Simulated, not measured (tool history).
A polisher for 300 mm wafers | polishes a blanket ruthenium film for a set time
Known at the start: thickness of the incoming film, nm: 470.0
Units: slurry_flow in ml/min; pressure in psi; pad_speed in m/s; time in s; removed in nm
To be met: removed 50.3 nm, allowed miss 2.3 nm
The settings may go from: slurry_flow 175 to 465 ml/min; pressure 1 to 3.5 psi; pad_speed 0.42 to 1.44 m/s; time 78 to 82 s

{"run": 1, "day": 0.0, "slurry_flow": 295, "pressure": 2.2, "pad_speed": 0.92, "time": 78, "removed": 79.015}
{"run": 2, "day": 0.367, "slurry_flow": 295, "pressure": 2.2, "pad_speed": 0.92, "time": 82, "removed": 82.914}
{"run": 3, "day": 0.617, "slurry_flow": 225, "pressure": 2.2, "pad_speed": 0.92, "time": 82, "removed": 81.947}
{"run": 4, "day": 0.938, "slurry_flow": 225, "pressure": 2, "pad_speed": 0.92, "time": 82, "removed": 71.879}
{"run": 5, "day": 1.283, "slurry_flow": 225, "pressure": 1.9, "pad_speed": 0.92, "time": 82, "removed": 71.399}
{"run": 6, "day": 1.421, "slurry_flow": 225, "pressure": 1.7, "pad_speed": 0.92, "time": 82, "removed": 62.508}
{"run": 7, "day": 1.483, "slurry_flow": 225, "pressure": 1.6, "pad_speed": 0.92, "time": 82, "removed": 59.952}
{"run": 8, "day": 1.829, "slurry_flow": 225, "pressure": 1.5, "pad_speed": 0.92, "time": 82, "removed": 55.856}

5 next moves are on the table. One of them brings every result within its allowed miss. Which?
{"run": "A", "day": 2.175, "slurry_flow": 295, "pressure": 1.2, "pad_speed": 1.32, "time": 78, "removed": "?"}
{"run": "B", "day": 2.175, "slurry_flow": 245, "pressure": 1.2, "pad_speed": 0.98, "time": 78, "removed": "?"}
{"run": "C", "day": 2.175, "slurry_flow": 175, "pressure": 1.6, "pad_speed": 1.02, "time": 82, "removed": "?"}
{"run": "D", "day": 2.175, "slurry_flow": 210, "pressure": 1.4, "pad_speed": 0.96, "time": 78, "removed": "?"}
{"run": "E", "day": 2.175, "slurry_flow": 275, "pressure": 1.4, "pad_speed": 1.02, "time": 82, "removed": "?"}

move=A removed=63.337
move=B removed=46.398
move=C removed=63.36
move=D removed=51.558
move=E removed=59.502
A: further off than the last run
B: takes the result that was furthest off past its target
C: further off than the last run
D: meets every target
E: further off than the last run
Move D is the one to make.
